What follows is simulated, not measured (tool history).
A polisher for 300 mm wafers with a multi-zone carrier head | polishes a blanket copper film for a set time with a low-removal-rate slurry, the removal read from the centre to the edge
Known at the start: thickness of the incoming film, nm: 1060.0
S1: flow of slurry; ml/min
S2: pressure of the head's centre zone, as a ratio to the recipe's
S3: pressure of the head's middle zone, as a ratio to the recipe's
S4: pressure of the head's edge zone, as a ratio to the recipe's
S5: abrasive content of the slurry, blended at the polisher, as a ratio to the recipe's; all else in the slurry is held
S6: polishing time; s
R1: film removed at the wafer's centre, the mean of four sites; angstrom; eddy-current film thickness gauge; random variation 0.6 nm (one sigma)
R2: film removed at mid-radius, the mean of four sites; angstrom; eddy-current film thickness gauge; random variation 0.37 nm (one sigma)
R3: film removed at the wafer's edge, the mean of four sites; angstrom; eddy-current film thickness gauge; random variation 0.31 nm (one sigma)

run 1 hour=0 | S1=260 S2=1 S3=1 S4=1 S5=1 S6=46 | R1=649.13 R2=697.69 R3=693.24
run 2 hour=3 | S1=255 S2=1 S3=1 S4=0.95 S5=0.85 S6=41 | R1=578.35 R2=591.54 R3=583.45
run 3 hour=11.8 | S1=255 S2=1 S3=1 S4=0.95 S5=0.85 S6=52 | R1=715.59 R2=748.76 R3=739.16
run 4 hour=14 | S1=255 S2=1 S3=0.93 S4=0.95 S5=0.85 S6=52 | R1=710.33 R2=697.39 R3=736.67
run 5 hour=16.3 | S1=255 S2=0.97 S3=0.96 S4=0.91 S5=0.75 S6=45 | R1=604.33 R2=607.58 R3=604.91
run 6 hour=17 | S1=255 S2=0.97 S3=0.96 S4=0.98 S5=0.75 S6=45 | R1=600.27 R2=612.31 R3=634.26
run 7 hour=24.2 | S1=255 S2=0.94 S3=0.97 S4=0.94 S5=0.65 S6=40 | R1=490.83 R2=530.26 R3=531.55
run 8 hour=30.3 | S1=255 S2=0.94 S3=0.98 S4=0.9 S5=0.6 S6=38 | R1=470.12 R2=505.13 R3=489.02
run 9 hour=33.8 | S1=250 S2=0.93 S3=0.98 S4=0.87 S5=0.55 S6=36 | R1=421.23 R2=472.52 R3=447.6
run 10 hour=42.2 | S1=240 S2=0.94 S3=0.98 S4=0.85 S5=0.55 S6=35 | R1=412.46 R2=453.76 R3=430.14
run 11 hour=45 | S1=230 S2=0.95 S3=0.99 S4=0.84 S5=0.55 S6=35 | R1=420.33 R2=452.08 R3=426.09
run 12 hour=51.7 | S1=220 S2=0.95 S3=1 S4=0.83 S5=0.55 S6=35 | R1=404.23 R2=445.71 R3=423.12
run 13 hour=57.2 | S1=225 S2=0.96 S3=1 S4=0.82 S5=0.55 S6=35 | R1=420.01 R2=452.44 R3=421.26
run 14 hour=62.2 | S1=220 S2=0.96 S3=1 S4=0.82 S5=0.55 S6=35 | R1=418.17 R2=443.08 R3=420.77
run 15 hour=67.3 | S1=220 S2=0.96 S3=1.01 S4=0.82 S5=0.55 S6=35 | R1=424.37 R2=448.19 R3=420.61
run 16 hour=75.8 | S1=215 S2=0.96 S3=1.02 S4=0.82 S5=0.55 S6=35 | R1=422.79 R2=460.14 R3=411.2
run 17 hour=81.9 | S1=205 S2=0.96 S3=1.01 S4=0.82 S5=0.55 S6=35 | R1=422.91 R2=453.89 R3=410.57

Forecast run 18:
run 18 hour=83 | S1=205 S2=0.95 S3=1 S4=0.82 S5=0.55 S6=35 | R1=? R2=? R3=?

Run 18 gave R1 414.12 angstrom, R2 450.08 angstrom, R3 418.02 angstrom.

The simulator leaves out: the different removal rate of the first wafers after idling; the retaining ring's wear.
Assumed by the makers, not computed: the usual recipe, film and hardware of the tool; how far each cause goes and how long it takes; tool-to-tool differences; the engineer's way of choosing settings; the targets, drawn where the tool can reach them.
